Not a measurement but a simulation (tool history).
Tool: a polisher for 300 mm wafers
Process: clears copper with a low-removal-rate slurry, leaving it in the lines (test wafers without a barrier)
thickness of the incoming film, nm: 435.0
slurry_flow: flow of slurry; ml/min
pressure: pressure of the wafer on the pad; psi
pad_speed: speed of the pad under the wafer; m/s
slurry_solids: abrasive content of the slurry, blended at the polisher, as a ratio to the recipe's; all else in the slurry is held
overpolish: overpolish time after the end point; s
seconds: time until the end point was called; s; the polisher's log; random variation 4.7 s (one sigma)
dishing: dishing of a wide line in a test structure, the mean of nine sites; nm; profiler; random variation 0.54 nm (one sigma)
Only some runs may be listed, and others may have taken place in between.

Run 1, hour 0: slurry_flow 255 ml/min, pressure 2.4 psi, pad_speed 1.42 m/s, slurry_solids 1, overpolish 18 s. Result: seconds 150.42 s, dishing 38.52 nm.
Run 2, hour 4.8: slurry_flow 255 ml/min, pressure 2.4 psi, pad_speed 1.42 m/s, slurry_solids 0.8, overpolish 18 s. Result: seconds 163.06 s, dishing 38.022 nm.
Run 3, hour 6.3: slurry_flow 255 ml/min, pressure 2.2 psi, pad_speed 1.4 m/s, slurry_solids 0.8, overpolish 19 s. Result: seconds 174.17 s, dishing 37.567 nm.
Run 4, hour 15.2: slurry_flow 255 ml/min, pressure 2 psi, pad_speed 1.36 m/s, slurry_solids 0.8, overpolish 19 s. Result: seconds 196.58 s, dishing 32.571 nm.
Run 5, hour 21: slurry_flow 255 ml/min, pressure 1.8 psi, pad_speed 1.34 m/s, slurry_solids 0.8, overpolish 20 s. Result: seconds 214.3 s, dishing 29.231 nm.
Run 6, hour 29.3: slurry_flow 190 ml/min, pressure 1.8 psi, pad_speed 1.34 m/s, slurry_solids 0.8, overpolish 20 s. Result: seconds 219.75 s, dishing 28.705 nm.
Run 7, hour 30.5: slurry_flow 190 ml/min, pressure 1.7 psi, pad_speed 1.32 m/s, slurry_solids 0.8, overpolish 21 s. Result: seconds 242.47 s, dishing 27.488 nm.
Run 8, hour 38.1: slurry_flow 190 ml/min, pressure 1.3 psi, pad_speed 1.3 m/s, slurry_solids 0.8, overpolish 24 s. Result: seconds 320.04 s, dishing 24.825 nm.

Run 9 comes next. What will it give?
Run 9, hour 46.7: slurry_flow 190 ml/min, pressure 1.3 psi, pad_speed 1.3 m/s, slurry_solids 0.8, overpolish 24 s. Result: seconds ?, dishing ?.

seconds: 314.75 s
dishing: 24.806 nm

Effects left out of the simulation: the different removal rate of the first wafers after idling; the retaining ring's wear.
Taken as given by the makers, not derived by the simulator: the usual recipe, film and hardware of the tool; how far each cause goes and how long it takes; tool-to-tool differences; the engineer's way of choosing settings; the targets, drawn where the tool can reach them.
